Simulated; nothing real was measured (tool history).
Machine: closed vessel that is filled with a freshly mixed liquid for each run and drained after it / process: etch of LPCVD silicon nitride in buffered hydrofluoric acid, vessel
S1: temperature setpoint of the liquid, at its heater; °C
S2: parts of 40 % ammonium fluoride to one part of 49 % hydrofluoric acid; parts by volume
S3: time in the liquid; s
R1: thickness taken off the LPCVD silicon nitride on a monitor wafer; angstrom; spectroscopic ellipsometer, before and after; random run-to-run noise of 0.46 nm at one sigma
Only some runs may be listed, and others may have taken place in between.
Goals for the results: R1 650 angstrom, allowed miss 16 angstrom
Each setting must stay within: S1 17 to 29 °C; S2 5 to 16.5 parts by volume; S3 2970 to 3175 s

run,hour,S1,S2,S3,R1
1,0,21,10,2970,289.13
2,7.1,21,10,3175,307.57
3,9,22,9.5,3175,340.42
4,14.2,23,9,3175,382.83
5,21,26.5,9,3175,465.7
6,30.6,27,8.5,3175,495.19
7,38.4,27.5,8,3175,532.04
8,39.8,29,6.5,3175,722.4
9,49.4,28.5,6.5,3175,699.31

Which of these 5 next moves meets every target?
A,59,27,6,2990,?
B,59,28,6.5,3160,?
C,59,28,6.5,3150,?
D,59,29,7.5,3080,?
E,59,28.5,6.5,3120,?

move,R1
A,656.01
B,678.2
C,676.05
D,597.15
E,687.58
A: every result lands within tolerance
B: nearer the targets than the last run, but a result is still out of spec
C: nearer the targets than the last run, but a result is still out of spec
D: the result that was furthest off in the last run now lies on the other side of its target
E: nearer the targets than the last run, but a result is still out of spec
The move that meets every target is A.

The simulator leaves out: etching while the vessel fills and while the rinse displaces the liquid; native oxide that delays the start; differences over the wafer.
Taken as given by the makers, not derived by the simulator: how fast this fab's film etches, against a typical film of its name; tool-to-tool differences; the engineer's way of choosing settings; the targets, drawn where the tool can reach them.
